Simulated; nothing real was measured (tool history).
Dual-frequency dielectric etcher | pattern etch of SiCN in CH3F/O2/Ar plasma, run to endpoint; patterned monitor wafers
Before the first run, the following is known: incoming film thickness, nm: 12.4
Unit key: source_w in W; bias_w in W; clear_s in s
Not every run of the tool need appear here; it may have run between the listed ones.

run	hour	source_w	bias_w	clear_s
1	0.0	530	89	26.445
2	3.1	510	85	27.529
3	4.1	510	76	29.030
4	11.5	570	76	27.502
5	18.7	640	76	26.048
6	19.6	720	76	24.873
7	27.5	620	58	29.344
8	29.6	600	58	29.833

Run 9 comes next. What will it give?
9	38.1	580	58	?

clear_s: 29.680 s
